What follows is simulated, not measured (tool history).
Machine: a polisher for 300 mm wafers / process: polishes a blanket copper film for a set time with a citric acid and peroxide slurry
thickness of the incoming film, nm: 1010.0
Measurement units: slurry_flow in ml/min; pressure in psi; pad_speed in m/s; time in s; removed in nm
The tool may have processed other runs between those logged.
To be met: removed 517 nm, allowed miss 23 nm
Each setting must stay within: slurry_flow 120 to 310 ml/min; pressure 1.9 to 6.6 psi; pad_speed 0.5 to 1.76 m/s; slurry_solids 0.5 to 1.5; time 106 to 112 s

run 1 hour=0 | slurry_flow=200 pressure=4.2 pad_speed=1.12 slurry_solids=1 time=106 | removed=322.13
run 2 hour=7 | slurry_flow=200 pressure=4.2 pad_speed=1.4 slurry_solids=1 time=106 | removed=399.44
run 3 hour=13 | slurry_flow=200 pressure=4.2 pad_speed=1.24 slurry_solids=1 time=106 | removed=357.86
run 4 hour=21.3 | slurry_flow=200 pressure=4.2 pad_speed=1.24 slurry_solids=1 time=106 | removed=360.5
-- hour=30 worn pad replaced by a new one
run 5 hour=30 | slurry_flow=200 pressure=4.2 pad_speed=1.42 slurry_solids=1 time=106 | removed=445.83
run 6 hour=37.9 | slurry_flow=200 pressure=4.2 pad_speed=1.42 slurry_solids=1.1 time=106 | removed=463.97
run 7 hour=40.2 | slurry_flow=200 pressure=4.3 pad_speed=1.42 slurry_solids=1.1 time=106 | removed=459.26
run 8 hour=47.6 | slurry_flow=200 pressure=4.4 pad_speed=1.42 slurry_solids=1.1 time=106 | removed=481.64

Which one of the following 4 next-run settings gets every result inside its allowed miss? There is exactly one.
run A hour=55 | slurry_flow=120 pressure=4.8 pad_speed=1.34 slurry_solids=1 time=112 | removed=?
run B hour=55 | slurry_flow=220 pressure=4.2 pad_speed=1.44 slurry_solids=1.15 time=106 | removed=?
run C hour=55 | slurry_flow=120 pressure=4.5 pad_speed=1.64 slurry_solids=1.2 time=106 | removed=?
run D hour=55 | slurry_flow=225 pressure=3.5 pad_speed=1.66 slurry_solids=1.05 time=107 | removed=?

move=A removed=466.42
move=B removed=476.21
move=C removed=519.22
move=D removed=457.64
A: lands further from the targets than the last run did
B: lands further from the targets than the last run did
C: in spec on every target
D: lands further from the targets than the last run did
The move that meets every target is C.

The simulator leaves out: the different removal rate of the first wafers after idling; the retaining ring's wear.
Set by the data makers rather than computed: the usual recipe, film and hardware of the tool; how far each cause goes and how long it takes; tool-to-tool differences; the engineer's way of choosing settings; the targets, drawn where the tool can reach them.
